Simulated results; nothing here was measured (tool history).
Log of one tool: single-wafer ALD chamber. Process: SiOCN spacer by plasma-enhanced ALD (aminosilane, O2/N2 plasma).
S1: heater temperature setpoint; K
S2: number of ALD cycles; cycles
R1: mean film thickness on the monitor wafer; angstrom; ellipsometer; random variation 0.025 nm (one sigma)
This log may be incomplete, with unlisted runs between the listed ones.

run 1 hour=0.0 | S1=668.15 S2=112 | R1=65.045
run 2 hour=7.6 | S1=668.15 S2=115 | R1=66.485
run 3 hour=15.5 | S1=668.15 S2=100 | R1=57.902
run 4 hour=21.1 | S1=668.15 S2=106 | R1=61.453
run 5 hour=29.6 | S1=668.15 S2=110 | R1=63.799
run 6 hour=38.4 | S1=668.15 S2=97 | R1=56.417
run 7 hour=44.9 | S1=668.15 S2=104 | R1=60.068
run 8 hour=47.5 | S1=668.15 S2=109 | R1=63.383

Run 9 has not been measured yet. What should we expect?
run 9 hour=50.3 | S1=668.15 S2=112 | R1=?

{"run 9": {"R1": 64.563}}

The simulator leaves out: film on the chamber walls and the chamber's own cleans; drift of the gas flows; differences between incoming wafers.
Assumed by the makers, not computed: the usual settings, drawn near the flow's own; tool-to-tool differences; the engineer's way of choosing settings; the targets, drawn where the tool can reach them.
